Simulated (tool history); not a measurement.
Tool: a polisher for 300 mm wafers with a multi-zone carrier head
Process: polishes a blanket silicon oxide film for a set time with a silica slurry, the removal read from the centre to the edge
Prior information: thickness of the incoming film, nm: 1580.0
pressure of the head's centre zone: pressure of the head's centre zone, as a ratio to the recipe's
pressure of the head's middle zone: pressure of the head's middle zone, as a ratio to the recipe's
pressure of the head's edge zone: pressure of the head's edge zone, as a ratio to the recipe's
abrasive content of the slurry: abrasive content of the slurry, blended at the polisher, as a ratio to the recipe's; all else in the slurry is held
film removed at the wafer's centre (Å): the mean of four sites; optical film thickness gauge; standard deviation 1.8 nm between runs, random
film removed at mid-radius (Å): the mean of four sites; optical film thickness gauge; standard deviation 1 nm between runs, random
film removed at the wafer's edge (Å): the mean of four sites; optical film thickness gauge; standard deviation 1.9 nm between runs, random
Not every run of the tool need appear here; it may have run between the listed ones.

run,hour,flow of slurry (ml/min),pressure of the head's centre zone,pressure of the head's middle zone,pressure of the head's edge zone,abrasive content of the slurry,polishing time (s),film removed at the wafer's centre (Å),film removed at mid-radius (Å),film removed at the wafer's edge (Å)
1,0.0,280,1.00,1.00,1.00,1.00,41,1837.8,1783.3,1704.0
2,6.5,280,1.00,1.00,1.00,0.85,41,1694.4,1666.2,1649.5
3,7.8,280,1.00,1.00,1.00,0.85,48,1962.3,1983.3,1943.8
4,13.5,280,1.00,1.00,1.04,0.85,48,1980.5,1960.0,1965.3
5,20.1,280,0.99,0.97,1.03,0.80,47,1804.2,1855.1,1888.5
6,28.9,275,1.01,0.94,1.03,0.75,46,1773.8,1699.5,1787.8
7,31.3,270,1.00,0.92,1.02,0.70,46,1708.1,1623.5,1745.8
8,38.5,265,0.99,0.90,1.01,0.65,46,1670.3,1545.5,1669.5

What will run 9 give?
9,42.8,260,0.97,0.88,1.01,0.65,46,?,?,?

{"run 9": {"film removed at the wafer's centre (Å)": 1599.7, "film removed at mid-radius (Å)": 1488.0, "film removed at the wafer's edge (Å)": 1599.9}}
